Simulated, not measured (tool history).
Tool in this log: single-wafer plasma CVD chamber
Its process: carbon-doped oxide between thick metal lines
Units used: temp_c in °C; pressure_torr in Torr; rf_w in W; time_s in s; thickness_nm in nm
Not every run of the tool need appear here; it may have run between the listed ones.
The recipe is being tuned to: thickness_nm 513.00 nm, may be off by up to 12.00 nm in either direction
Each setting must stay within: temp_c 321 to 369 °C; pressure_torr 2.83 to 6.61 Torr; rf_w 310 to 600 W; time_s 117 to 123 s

| run | day | temp_c | pressure_torr | rf_w | time_s | thickness_nm |
|---|---|---|---|---|---|---|
| 1 | 0.000 | 345 | 4.72 | 455 | 123 | 580.94 |
| 2 | 0.362 | 345 | 5.19 | 455 | 123 | 593.29 |
| 3 | 0.567 | 347 | 4.81 | 440 | 123 | 565.17 |
| 4 | 0.675 | 349 | 4.57 | 435 | 123 | 551.71 |
| 5 | 0.746 | 355 | 4.57 | 435 | 123 | 548.81 |
| 6 | 1.042 | 363 | 4.57 | 435 | 123 | 534.91 |
| 7 | 1.183 | 363 | 4.47 | 430 | 123 | 531.17 |
| 8 | 1.475 | 365 | 4.23 | 410 | 123 | 501.62 |
| 9 | 1.521 | 365 | 4.30 | 410 | 123 | 502.04 |

Exercise: of the 4 proposed moves below, exactly one satisfies all targets within the stated allowed misses. Which move is it?
| A | 1.567 | 359 | 4.35 | 405 | 117 | ? |
| B | 1.567 | 369 | 4.87 | 420 | 121 | ? |
| C | 1.567 | 361 | 3.29 | 410 | 123 | ? |
| D | 1.567 | 366 | 4.06 | 410 | 119 | ? |

| move | thickness_nm |
|---|---|
| A | 476.89 |
| B | 509.23 |
| C | 488.40 |
| D | 479.69 |
A: further off than the last run
B: meets every target
C: further off than the last run
D: further off than the last run
So the answer is move B, the one that meets all the targets.

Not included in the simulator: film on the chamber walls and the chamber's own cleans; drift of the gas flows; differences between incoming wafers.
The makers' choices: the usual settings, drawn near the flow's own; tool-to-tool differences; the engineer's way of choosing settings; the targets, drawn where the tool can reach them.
